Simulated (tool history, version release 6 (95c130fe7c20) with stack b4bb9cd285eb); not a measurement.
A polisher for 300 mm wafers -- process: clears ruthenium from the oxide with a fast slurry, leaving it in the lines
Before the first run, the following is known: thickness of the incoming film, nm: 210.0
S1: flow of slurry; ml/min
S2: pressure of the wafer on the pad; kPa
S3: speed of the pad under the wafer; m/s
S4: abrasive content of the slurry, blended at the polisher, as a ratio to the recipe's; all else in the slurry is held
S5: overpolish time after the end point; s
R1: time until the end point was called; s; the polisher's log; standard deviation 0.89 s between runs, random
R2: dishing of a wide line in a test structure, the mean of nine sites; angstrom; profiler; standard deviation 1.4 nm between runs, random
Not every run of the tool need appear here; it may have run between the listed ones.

{"run": 1, "hour": 0.0, "S1": 195, "S2": 21.4, "S3": 0.92, "S4": 1.0, "S5": 23, "R1": 50.413, "R2": 882.6}
{"run": 2, "hour": 5.2, "S1": 195, "S2": 21.4, "S3": 0.72, "S4": 1.0, "S5": 23, "R1": 62.149, "R2": 725.99}
{"run": 3, "hour": 10.8, "S1": 190, "S2": 21.4, "S3": 0.72, "S4": 1.0, "S5": 25, "R1": 62.854, "R2": 760.14}
{"run": 4, "hour": 14.6, "S1": 185, "S2": 21.4, "S3": 0.72, "S4": 1.0, "S5": 27, "R1": 62.571, "R2": 809.41}
{"run": 5, "hour": 17.9, "S1": 165, "S2": 21.4, "S3": 0.72, "S4": 1.0, "S5": 27, "R1": 66.781, "R2": 807.24}
{"run": 6, "hour": 20.2, "S1": 165, "S2": 21.4, "S3": 0.72, "S4": 1.0, "S5": 19, "R1": 63.198, "R2": 607.57}
{"run": 7, "hour": 27.7, "S1": 160, "S2": 21.4, "S3": 0.72, "S4": 1.0, "S5": 22, "R1": 64.261, "R2": 694.25}
{"run": 8, "hour": 30.7, "S1": 155, "S2": 21.4, "S3": 0.72, "S4": 1.0, "S5": 24, "R1": 66.325, "R2": 724.84}

The next listed run, before its measurement:
{"run": 9, "hour": 37.3, "S1": 150, "S2": 22.1, "S3": 0.72, "S4": 1.0, "S5": 26, "R1": "?", "R2": "?"}

Run 9 produced R1 62.762 s, R2 811.26 angstrom.

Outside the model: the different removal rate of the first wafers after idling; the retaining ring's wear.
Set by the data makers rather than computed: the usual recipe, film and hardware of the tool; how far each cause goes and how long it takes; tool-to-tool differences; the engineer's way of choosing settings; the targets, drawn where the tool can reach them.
